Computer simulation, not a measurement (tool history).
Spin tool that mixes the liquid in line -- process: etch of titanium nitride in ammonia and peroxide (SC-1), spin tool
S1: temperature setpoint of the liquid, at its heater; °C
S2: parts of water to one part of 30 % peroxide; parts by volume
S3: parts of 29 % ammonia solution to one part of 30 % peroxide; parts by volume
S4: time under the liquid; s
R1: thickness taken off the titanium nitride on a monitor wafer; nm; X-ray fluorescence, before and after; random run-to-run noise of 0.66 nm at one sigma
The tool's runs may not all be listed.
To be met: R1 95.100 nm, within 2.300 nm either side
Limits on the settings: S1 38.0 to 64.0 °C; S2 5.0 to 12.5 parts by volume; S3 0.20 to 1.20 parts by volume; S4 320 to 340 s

{"run": 1, "day": 0.0, "S1": 48.0, "S2": 7.0, "S3": 0.85, "S4": 320, "R1": 42.247}
{"run": 2, "day": 0.321, "S1": 48.0, "S2": 7.0, "S3": 0.85, "S4": 340, "R1": 44.521}
{"run": 3, "day": 0.567, "S1": 49.0, "S2": 7.0, "S3": 0.85, "S4": 340, "R1": 48.118}
{"run": 4, "day": 0.729, "S1": 49.0, "S2": 5.0, "S3": 0.85, "S4": 340, "R1": 56.114}
{"day": 1.071, "done": "new drum of ammonia solution connected"}
{"run": 5, "day": 1.071, "S1": 49.0, "S2": 5.0, "S3": 1.05, "S4": 340, "R1": 58.317}
{"run": 6, "day": 1.154, "S1": 49.5, "S2": 5.0, "S3": 1.05, "S4": 340, "R1": 60.207}
{"run": 7, "day": 1.254, "S1": 50.0, "S2": 5.0, "S3": 1.05, "S4": 340, "R1": 62.271}
{"run": 8, "day": 1.338, "S1": 50.5, "S2": 5.0, "S3": 1.05, "S4": 340, "R1": 64.653}
{"run": 9, "day": 1.646, "S1": 51.0, "S2": 5.0, "S3": 1.05, "S4": 340, "R1": 66.363}
{"run": 10, "day": 1.746, "S1": 51.5, "S2": 5.0, "S3": 1.05, "S4": 340, "R1": 68.798}
{"run": 11, "day": 2.117, "S1": 51.5, "S2": 5.0, "S3": 1.05, "S4": 340, "R1": 69.561}
{"run": 12, "day": 2.308, "S1": 52.0, "S2": 5.0, "S3": 1.05, "S4": 340, "R1": 71.292}
{"run": 13, "day": 2.346, "S1": 52.5, "S2": 5.0, "S3": 1.05, "S4": 340, "R1": 73.876}
{"run": 14, "day": 2.608, "S1": 53.0, "S2": 5.0, "S3": 1.05, "S4": 340, "R1": 77.121}
{"run": 15, "day": 2.708, "S1": 53.5, "S2": 5.0, "S3": 1.05, "S4": 340, "R1": 78.649}
{"run": 16, "day": 2.767, "S1": 54.0, "S2": 5.0, "S3": 1.05, "S4": 340, "R1": 82.161}
{"run": 17, "day": 2.938, "S1": 55.5, "S2": 5.0, "S3": 1.05, "S4": 340, "R1": 91.002}

4 candidate next runs follow, results not yet known. Just one meets every target within its allowed miss. Identify it.
{"run": "A", "day": 3.108, "S1": 55.5, "S2": 5.0, "S3": 1.1, "S4": 330, "R1": "?"}
{"run": "B", "day": 3.108, "S1": 56.0, "S2": 5.0, "S3": 1.2, "S4": 320, "R1": "?"}
{"run": "C", "day": 3.108, "S1": 56.0, "S2": 5.5, "S3": 1.05, "S4": 320, "R1": "?"}
{"run": "D", "day": 3.108, "S1": 57.5, "S2": 5.5, "S3": 1.2, "S4": 320, "R1": "?"}

move=A R1=87.985
move=B R1=89.036
move=C R1=84.256
move=D R1=94.541
A: its largest miss is bigger than the last run's
B: its largest miss is bigger than the last run's
C: its largest miss is bigger than the last run's
D: all results land within tolerance of their targets
So the answer is move D, the one that meets all the targets.

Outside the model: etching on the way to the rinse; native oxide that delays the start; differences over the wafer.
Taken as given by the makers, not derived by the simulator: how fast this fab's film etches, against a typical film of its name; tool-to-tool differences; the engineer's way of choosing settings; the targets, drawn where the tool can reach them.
